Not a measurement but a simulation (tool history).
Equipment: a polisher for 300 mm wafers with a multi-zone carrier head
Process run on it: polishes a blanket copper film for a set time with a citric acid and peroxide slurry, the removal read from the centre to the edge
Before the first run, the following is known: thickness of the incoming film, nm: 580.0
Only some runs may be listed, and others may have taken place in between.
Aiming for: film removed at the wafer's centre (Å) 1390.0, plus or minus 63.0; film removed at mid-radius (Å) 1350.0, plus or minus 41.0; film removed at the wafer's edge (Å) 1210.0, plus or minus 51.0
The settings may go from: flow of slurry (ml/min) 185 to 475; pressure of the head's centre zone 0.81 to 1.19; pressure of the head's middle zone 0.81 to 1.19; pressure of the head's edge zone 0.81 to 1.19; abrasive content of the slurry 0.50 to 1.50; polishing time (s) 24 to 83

run  hour  flow of slurry (ml/min)  pressure of the head's centre zone  pressure of the head's middle zone  pressure of the head's edge zone  abrasive content of the slurry  polishing time (s)  film removed at the wafer's centre (Å)  film removed at mid-radius (Å)  film removed at the wafer's edge (Å)
  1   0.0                      305                                1.00                                1.00                              1.00                            1.00                  53                                  1073.9                          1065.6                                1103.3
  2   1.5                      305                                1.00                                0.95                              1.00                            1.00                  53                                  1082.1                          1018.4                                1084.7
  3   4.7                      315                                1.04                                1.00                              0.99                            1.05                  53                                  1144.1                          1083.9                                1098.9
  4  12.0                      240                                1.04                                1.00                              0.99                            1.05                  53                                  1108.1                          1034.6                                1101.0
  5  20.3                      240                                0.98                                1.00                              0.99                            1.05                  53                                  1059.8                          1054.7                                1100.2
  6  28.6                      240                                0.98                                0.96                              0.99                            1.05                  53                                  1055.7                          1008.2                                1103.2
  7  29.4                      255                                1.02                                1.00                              0.99                            1.15                  53                                  1093.1                          1098.1                                1108.7
  8  34.7                      265                                1.05                                1.02                              0.99                            1.15                  54                                  1188.9                          1107.2                                1135.1
  9  42.4                      275                                1.06                                1.05                              0.99                            1.20                  54                                  1187.2                          1172.3                                1156.4
 10  45.0                      285                                1.08                                1.07                              0.99                            1.25                  54                                  1230.5                          1195.6                                1163.3
 11  45.8                      285                                1.08                                1.07                              0.99                            1.25                  54                                  1253.3                          1196.0                                1148.4
 12  46.9                      290                                1.09                                1.09                              1.00                            1.30                  54                                  1254.1                          1253.5                                1151.1
 13  52.3                      295                                1.10                                1.09                              1.00                            1.35                  54                                  1286.6                          1240.8                                1171.4
 14  53.6                      300                                1.11                                1.10                              1.00                            1.40                  54                                  1319.3                          1257.6                                1197.9

Pick the move, out of 5, that brings all results within their allowed miss; only one does.
  A  54.9                      325                                1.19                                1.08                              0.98                            1.45                  57                                       ?                               ?                                     ?
  B  54.9                      330                                1.02                                1.19                              0.98                            1.35                  54                                       ?                               ?                                     ?
  C  54.9                      270                                1.18                                1.03                              0.97                            1.50                  54                                       ?                               ?                                     ?
  D  54.9                      280                                1.04                                1.06                              1.12                            1.50                  53                                       ?                               ?                                     ?
  E  54.9                      200                                1.19                                1.19                              1.04                            1.35                  56                                       ?                               ?                                     ?

move  film removed at the wafer's centre (Å)  film removed at mid-radius (Å)  film removed at the wafer's edge (Å)
   A                                  1496.9                          1341.3                                1291.2
   B                                  1197.8                          1362.5                                1203.5
   C                                  1392.9                          1211.3                                1213.1
   D                                  1208.2                          1222.6                                1280.7
   E                                  1381.1                          1350.1                                1241.9
A: meets the target for the result that was furthest off, but another lies outside its allowed miss
B: meets the target for the result that was furthest off, but another lies outside its allowed miss
C: misses by more than the last run did
D: misses by more than the last run did
E: all results in spec
So the answer is move E, the one that meets all the targets.

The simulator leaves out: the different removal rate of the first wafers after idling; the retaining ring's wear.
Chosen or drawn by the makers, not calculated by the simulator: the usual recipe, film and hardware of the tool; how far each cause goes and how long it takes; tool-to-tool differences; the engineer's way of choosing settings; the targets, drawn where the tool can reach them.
